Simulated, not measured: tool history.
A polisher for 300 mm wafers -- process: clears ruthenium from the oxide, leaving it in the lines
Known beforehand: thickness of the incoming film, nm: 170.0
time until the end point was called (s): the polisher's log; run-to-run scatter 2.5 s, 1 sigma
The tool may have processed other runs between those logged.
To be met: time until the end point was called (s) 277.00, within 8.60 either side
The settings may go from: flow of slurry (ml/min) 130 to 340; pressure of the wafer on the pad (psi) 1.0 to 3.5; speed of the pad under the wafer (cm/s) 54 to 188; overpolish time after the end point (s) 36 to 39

| run | hour | flow of slurry (ml/min) | pressure of the wafer on the pad (psi) | speed of the pad under the wafer (cm/s) | overpolish time after the end point (s) | time until the end point was called (s) |
|---|---|---|---|---|---|---|
| 1 | 0.0 | 220 | 2.2 | 120 | 36 | 118.23 |
| 2 | 6.4 | 215 | 1.8 | 108 | 36 | 157.25 |
| 3 | 14.8 | 215 | 1.8 | 108 | 36 | 156.17 |
| 4 | 21.8 | 210 | 1.5 | 100 | 36 | 198.36 |
| 5 | 22.9 | 205 | 1.3 | 98 | 36 | 228.11 |
| 6 | 27.0 | 195 | 1.2 | 98 | 36 | 251.91 |
| 7 | 33.3 | 180 | 1.2 | 98 | 36 | 252.26 |
| 8 | 34.2 | 170 | 1.2 | 98 | 36 | 254.84 |
| 9 | 37.3 | 160 | 1.2 | 98 | 36 | 256.68 |
| 10 | 38.0 | 155 | 1.2 | 98 | 36 | 258.80 |
| 11 | 44.7 | 150 | 1.0 | 98 | 36 | 308.09 |
| 12 | 52.8 | 165 | 1.0 | 98 | 36 | 304.99 |
| 13 | 56.9 | 180 | 1.0 | 98 | 36 | 298.33 |
| 14 | 62.5 | 185 | 1.0 | 98 | 36 | 295.81 |
| 15 | 69.1 | 190 | 1.0 | 98 | 36 | 302.20 |

Of the 4 settings listed for the next run, only one would bring every result within its allowed miss of target. Which one?
| A | 75.7 | 235 | 1.1 | 102 | 36 | ? |
| B | 75.7 | 185 | 1.4 | 60 | 39 | ? |
| C | 75.7 | 215 | 1.0 | 86 | 37 | ? |
| D | 75.7 | 175 | 1.0 | 108 | 39 | ? |

| move | time until the end point was called (s) |
|---|---|
| A | 260.51 |
| B | 314.90 |
| C | 328.05 |
| D | 279.66 |
A: carries the result that was furthest off beyond its target, to the other side
B: lands further from the targets than the last run did
C: lands further from the targets than the last run did
D: meets every target
D is the move that brings every result within its allowed miss.
